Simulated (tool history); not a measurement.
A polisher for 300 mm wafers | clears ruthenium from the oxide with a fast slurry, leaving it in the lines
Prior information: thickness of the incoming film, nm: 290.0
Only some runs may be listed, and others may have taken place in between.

| run | hour | flow of slurry (ml/min) | pressure of the wafer on the pad (psi) | speed of the pad under the wafer (cm/s) | abrasive content of the slurry | overpolish time after the end point (s) | time until the end point was called (s) | dishing of a wide line in a test structure (nm) |
|---|---|---|---|---|---|---|---|---|
| 1 | 0.0 | 245 | 2.2 | 112 | 1.0 | 18 | 90.075 | 44.076 |
| 2 | 3.7 | 245 | 2.6 | 112 | 1.0 | 18 | 77.043 | 48.239 |
| 3 | 11.7 | 205 | 2.6 | 112 | 1.0 | 18 | 80.174 | 46.486 |
| 4 | 12.4 | 200 | 2.4 | 112 | 1.0 | 20 | 86.106 | 49.264 |
| 5 | 21.1 | 250 | 2.4 | 112 | 1.0 | 20 | 84.311 | 52.024 |
| 6 | 27.5 | 300 | 2.4 | 112 | 1.0 | 20 | 81.916 | 52.576 |
| 7 | 35.8 | 300 | 2.2 | 112 | 1.0 | 21 | 90.971 | 49.968 |
| 8 | 38.6 | 300 | 2.1 | 112 | 1.0 | 22 | 92.080 | 50.313 |
| 9 | 40.3 | 300 | 2.0 | 112 | 1.0 | 24 | 101.240 | 52.137 |
| 10 | 47.8 | 300 | 2.0 | 112 | 1.0 | 24 | 99.694 | 51.170 |

The next listed run, before its measurement:
| 11 | 51.3 | 300 | 1.9 | 112 | 1.0 | 25 | ? | ? |

Run 11 produced time until the end point was called (s) 100.280, dishing of a wide line in a test structure (nm) 51.909.

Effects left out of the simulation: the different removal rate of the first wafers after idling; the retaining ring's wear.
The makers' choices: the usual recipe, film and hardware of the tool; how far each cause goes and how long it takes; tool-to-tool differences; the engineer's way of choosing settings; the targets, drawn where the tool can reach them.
